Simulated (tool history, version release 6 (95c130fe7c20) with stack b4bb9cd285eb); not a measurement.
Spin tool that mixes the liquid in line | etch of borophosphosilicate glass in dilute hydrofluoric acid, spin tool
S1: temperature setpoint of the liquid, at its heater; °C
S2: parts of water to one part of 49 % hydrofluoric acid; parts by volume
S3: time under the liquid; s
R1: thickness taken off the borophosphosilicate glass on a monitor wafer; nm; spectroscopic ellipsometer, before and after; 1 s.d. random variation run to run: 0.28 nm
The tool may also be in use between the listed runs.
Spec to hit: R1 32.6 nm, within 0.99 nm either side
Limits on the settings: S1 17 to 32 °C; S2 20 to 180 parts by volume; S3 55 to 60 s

| run | hour | S1 | S2 | S3 | R1 |
|---|---|---|---|---|---|
| 1 | 0 | 24 | 100 | 55 | 25.763 |
| 2 | 5.6 | 24 | 100 | 55 | 25.51 |
| 3 | 10 | 25.5 | 100 | 55 | 26.967 |
| 4 | 11.4 | 25.5 | 75 | 55 | 37.507 |
| 5 | 15.4 | 25 | 75 | 55 | 36.72 |
| 6 | 19.7 | 25 | 60 | 55 | 46.757 |
| 7 | 22.7 | 23.5 | 60 | 55 | 43.618 |
| 8 | 23.8 | 22 | 60 | 55 | 40.868 |
| 9 | 25.2 | 21 | 60 | 55 | 38.978 |
| 10 | 31.9 | 20 | 60 | 55 | 37.916 |
| 11 | 36 | 19.5 | 60 | 55 | 37.224 |
| 12 | 37.1 | 19 | 60 | 55 | 36.531 |
| 13 | 40.4 | 18.5 | 60 | 55 | 35.436 |
| 14 | 43.9 | 18 | 60 | 55 | 34.413 |
| 15 | 49 | 17.5 | 60 | 55 | 34.362 |

Consider the 4 candidate settings below. Which is the only one whose results all fall within their allowed miss of target?
| A | 54.1 | 21.5 | 80 | 60 | ? |
| B | 54.1 | 20.5 | 80 | 60 | ? |
| C | 54.1 | 19.5 | 60 | 55 | ? |
| D | 54.1 | 17 | 65 | 55 | ? |

| move | R1 |
|---|---|
| A | 32.07 |
| B | 30.773 |
| C | 36.922 |
| D | 30.457 |
A: in spec on every target
B: takes the result that was furthest off past its target
C: its largest miss is bigger than the last run's
D: takes the result that was furthest off past its target
A is the move that brings every result within its allowed miss.

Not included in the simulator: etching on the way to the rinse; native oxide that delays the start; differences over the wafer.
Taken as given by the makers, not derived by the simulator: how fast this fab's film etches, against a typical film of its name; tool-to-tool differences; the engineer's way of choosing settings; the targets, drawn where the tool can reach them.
